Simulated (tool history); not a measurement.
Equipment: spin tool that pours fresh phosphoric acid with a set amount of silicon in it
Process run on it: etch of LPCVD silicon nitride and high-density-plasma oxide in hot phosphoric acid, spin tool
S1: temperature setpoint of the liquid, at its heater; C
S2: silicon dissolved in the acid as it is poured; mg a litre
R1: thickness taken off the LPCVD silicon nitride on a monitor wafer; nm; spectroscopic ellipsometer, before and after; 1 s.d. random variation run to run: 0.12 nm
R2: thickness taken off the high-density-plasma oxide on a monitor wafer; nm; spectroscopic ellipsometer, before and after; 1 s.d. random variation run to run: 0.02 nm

{"run": 1, "day": 0.0, "S1": 159.0, "S2": 14.5, "time under the liquid (s)": 180, "R1": 16.237, "R2": 0.26648}
{"run": 2, "day": 0.258, "S1": 159.0, "S2": 6.5, "time under the liquid (s)": 180, "R1": 16.551, "R2": 0.33595}
{"run": 3, "day": 0.6, "S1": 159.0, "S2": 6.5, "time under the liquid (s)": 255, "R1": 22.908, "R2": 0.50184}
{"run": 4, "day": 0.675, "S1": 158.5, "S2": 8.5, "time under the liquid (s)": 240, "R1": 21.376, "R2": 0.43985}
{"run": 5, "day": 0.704, "S1": 158.5, "S2": 10.5, "time under the liquid (s)": 225, "R1": 19.965, "R2": 0.46225}
{"run": 6, "day": 0.971, "S1": 158.5, "S2": 10.5, "time under the liquid (s)": 175, "R1": 15.59, "R2": 0.2592}
{"run": 7, "day": 1.171, "S1": 158.0, "S2": 11.5, "time under the liquid (s)": 175, "R1": 15.233, "R2": 0.29093}
{"run": 8, "day": 1.246, "S1": 158.0, "S2": 14.0, "time under the liquid (s)": 170, "R1": 14.781, "R2": 0.27427}
{"run": 9, "day": 1.579, "S1": 158.0, "S2": 16.5, "time under the liquid (s)": 170, "R1": 14.631, "R2": 0.26994}
{"run": 10, "day": 1.917, "S1": 158.0, "S2": 18.5, "time under the liquid (s)": 165, "R1": 14.411, "R2": 0.24397}

What does the tool deliver on the next run?
{"run": 11, "day": 1.988, "S1": 158.0, "S2": 20.5, "time under the liquid (s)": 165, "R1": "?", "R2": "?"}

R1: 14.453 nm
R2: 0.25881 nm
